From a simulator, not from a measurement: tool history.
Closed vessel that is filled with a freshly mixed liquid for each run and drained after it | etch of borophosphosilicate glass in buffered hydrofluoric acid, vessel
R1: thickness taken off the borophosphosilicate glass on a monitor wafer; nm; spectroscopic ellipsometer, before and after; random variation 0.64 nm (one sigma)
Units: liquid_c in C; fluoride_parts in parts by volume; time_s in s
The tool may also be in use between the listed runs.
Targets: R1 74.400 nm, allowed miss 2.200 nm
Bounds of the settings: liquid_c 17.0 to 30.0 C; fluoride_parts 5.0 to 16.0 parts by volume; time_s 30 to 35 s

{"run": 1, "hour": 0.0, "liquid_c": 22.0, "fluoride_parts": 9.5, "time_s": 35, "R1": 55.225}
{"run": 2, "hour": 4.8, "liquid_c": 22.0, "fluoride_parts": 10.5, "time_s": 35, "R1": 52.054}
{"run": 3, "hour": 7.6, "liquid_c": 22.0, "fluoride_parts": 12.5, "time_s": 35, "R1": 43.074}
{"run": 4, "hour": 13.3, "liquid_c": 22.0, "fluoride_parts": 12.5, "time_s": 35, "R1": 43.284}
{"run": 5, "hour": 14.6, "liquid_c": 23.5, "fluoride_parts": 12.0, "time_s": 35, "R1": 48.846}
{"run": 6, "hour": 23.6, "liquid_c": 23.5, "fluoride_parts": 10.5, "time_s": 35, "R1": 54.643}
{"run": 7, "hour": 27.2, "liquid_c": 25.0, "fluoride_parts": 10.5, "time_s": 35, "R1": 60.269}
{"run": 8, "hour": 30.7, "liquid_c": 26.0, "fluoride_parts": 10.5, "time_s": 35, "R1": 63.732}
{"run": 9, "hour": 33.5, "liquid_c": 26.5, "fluoride_parts": 10.5, "time_s": 35, "R1": 65.69}
{"run": 10, "hour": 39.9, "liquid_c": 27.0, "fluoride_parts": 10.5, "time_s": 35, "R1": 67.902}
{"run": 11, "hour": 43.8, "liquid_c": 27.5, "fluoride_parts": 10.5, "time_s": 35, "R1": 68.903}

5 next moves are on the table. One of them brings every result within its allowed miss. Which?
{"run": "A", "hour": 47.7, "liquid_c": 30.0, "fluoride_parts": 12.0, "time_s": 35, "R1": "?"}
{"run": "B", "hour": 47.7, "liquid_c": 29.0, "fluoride_parts": 8.0, "time_s": 30, "R1": "?"}
{"run": "C", "hour": 47.7, "liquid_c": 25.5, "fluoride_parts": 8.5, "time_s": 35, "R1": "?"}
{"run": "D", "hour": 47.7, "liquid_c": 28.5, "fluoride_parts": 11.0, "time_s": 35, "R1": "?"}
{"run": "E", "hour": 47.7, "liquid_c": 27.0, "fluoride_parts": 8.5, "time_s": 30, "R1": "?"}

move=A R1=68.591
move=B R1=81.135
move=C R1=73.655
move=D R1=69.068
move=E R1=68.365
A: further off than the last run
B: takes the result that was furthest off past its target
C: meets every target
D: as far off as the last run
E: further off than the last run
The right move is C.
